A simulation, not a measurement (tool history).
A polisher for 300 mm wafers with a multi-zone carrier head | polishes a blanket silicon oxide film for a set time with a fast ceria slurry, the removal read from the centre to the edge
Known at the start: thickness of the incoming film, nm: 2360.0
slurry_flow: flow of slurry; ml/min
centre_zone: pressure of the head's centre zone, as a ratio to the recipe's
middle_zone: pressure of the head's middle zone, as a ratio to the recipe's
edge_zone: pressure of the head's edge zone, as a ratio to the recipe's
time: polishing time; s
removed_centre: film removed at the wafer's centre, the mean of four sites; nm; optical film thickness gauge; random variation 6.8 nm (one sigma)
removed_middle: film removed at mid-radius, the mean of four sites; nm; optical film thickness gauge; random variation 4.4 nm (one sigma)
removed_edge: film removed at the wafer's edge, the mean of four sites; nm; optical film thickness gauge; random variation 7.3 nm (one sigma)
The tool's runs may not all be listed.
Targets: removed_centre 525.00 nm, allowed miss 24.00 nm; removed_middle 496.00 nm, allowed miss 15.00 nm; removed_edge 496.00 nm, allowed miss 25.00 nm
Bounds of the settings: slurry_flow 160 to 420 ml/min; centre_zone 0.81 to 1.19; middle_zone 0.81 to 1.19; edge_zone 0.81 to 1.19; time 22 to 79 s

run,hour,slurry_flow,centre_zone,middle_zone,edge_zone,time,removed_centre,removed_middle,removed_edge
1,0.0,270,1.00,1.00,1.00,50,676.33,648.71,678.54
2,5.8,270,1.00,1.00,1.06,50,680.32,655.87,656.13
3,14.2,235,1.00,1.00,1.06,50,671.27,642.35,663.31
4,22.8,250,1.00,1.00,1.06,48,631.97,626.27,641.82
5,27.1,265,1.01,1.00,1.06,46,621.06,597.37,624.49
6,32.5,265,1.04,1.00,1.06,46,667.05,597.63,628.51
7,37.7,280,1.04,1.01,1.07,44,622.18,577.95,590.31
8,44.6,280,1.04,1.01,1.07,44,624.75,581.93,601.63
9,47.5,265,0.97,0.94,0.97,38,503.20,475.38,496.14
10,55.9,270,0.98,0.95,0.97,38,506.75,475.91,516.01
11,57.7,270,0.99,0.97,0.99,37,500.78,469.34,496.70

Which of these 5 next moves meets every target?
A,59.5,275,1.16,0.93,0.99,36,?,?,?
B,59.5,245,1.11,0.94,0.92,37,?,?,?
C,59.5,370,0.98,1.09,1.08,36,?,?,?
D,59.5,280,1.03,1.00,0.98,38,?,?,?
E,59.5,240,1.08,0.92,1.03,36,?,?,?

move,removed_centre,removed_middle,removed_edge
A,562.54,442.49,471.44
B,545.30,453.22,470.17
C,490.80,521.35,493.34
D,528.19,497.71,496.44
E,514.69,432.13,471.64
A: further off than the last run
B: further off than the last run
C: takes the result that was furthest off past its target
D: meets every target
E: further off than the last run
Move D is the one to make.

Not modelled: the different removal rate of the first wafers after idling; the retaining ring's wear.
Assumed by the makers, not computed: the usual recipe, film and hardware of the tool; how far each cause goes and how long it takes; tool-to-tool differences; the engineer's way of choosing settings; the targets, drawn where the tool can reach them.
